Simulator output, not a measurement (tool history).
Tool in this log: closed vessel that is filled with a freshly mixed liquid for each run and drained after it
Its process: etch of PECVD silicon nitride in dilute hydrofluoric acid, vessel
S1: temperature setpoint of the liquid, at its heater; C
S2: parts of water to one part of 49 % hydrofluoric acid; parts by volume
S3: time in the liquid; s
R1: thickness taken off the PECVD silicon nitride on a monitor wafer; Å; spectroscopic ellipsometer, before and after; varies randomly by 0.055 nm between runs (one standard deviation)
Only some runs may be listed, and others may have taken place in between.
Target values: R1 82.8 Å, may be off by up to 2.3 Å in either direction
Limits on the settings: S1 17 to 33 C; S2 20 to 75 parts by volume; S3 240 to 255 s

{"run": 1, "hour": 0.0, "S1": 25, "S2": 45, "S3": 240, "R1": 107.91}
{"run": 2, "hour": 8.9, "S1": 27, "S2": 45, "S3": 240, "R1": 123.71}
{"run": 3, "hour": 13.9, "S1": 26, "S2": 45, "S3": 240, "R1": 113.83}
{"run": 4, "hour": 16.0, "S1": 26, "S2": 35, "S3": 240, "R1": 146.05}
{"run": 5, "hour": 22.9, "S1": 23, "S2": 35, "S3": 240, "R1": 119.03}
{"run": 6, "hour": 27.6, "S1": 23, "S2": 20, "S3": 240, "R1": 205.12}
{"run": 7, "hour": 28.1, "S1": 22, "S2": 25, "S3": 240, "R1": 154.98}
{"run": 8, "hour": 33.9, "S1": 21, "S2": 25, "S3": 240, "R1": 145.25}
{"run": 9, "hour": 36.0, "S1": 20, "S2": 25, "S3": 240, "R1": 134.77}
{"run": 10, "hour": 40.7, "S1": 19.5, "S2": 25, "S3": 240, "R1": 129.82}
{"run": 11, "hour": 45.4, "S1": 19, "S2": 25, "S3": 240, "R1": 125.12}

4 candidate next runs follow, results not yet known. Just one meets every target within its allowed miss. Identify it.
{"run": "A", "hour": 50.1, "S1": 17.5, "S2": 25, "S3": 240, "R1": "?"}
{"run": "B", "hour": 50.1, "S1": 18.5, "S2": 20, "S3": 245, "R1": "?"}
{"run": "C", "hour": 50.1, "S1": 17, "S2": 35, "S3": 255, "R1": "?"}
{"run": "D", "hour": 50.1, "S1": 18.5, "S2": 35, "S3": 240, "R1": "?"}

move=A R1=112.82
move=B R1=152.94
move=C R1=83.76
move=D R1=87.704
A: closes in on the targets versus the last run, not all within tolerance yet
B: further off than the last run
C: all results land within tolerance of their targets
D: closes in on the targets versus the last run, not all within tolerance yet
Move C is the one to make.
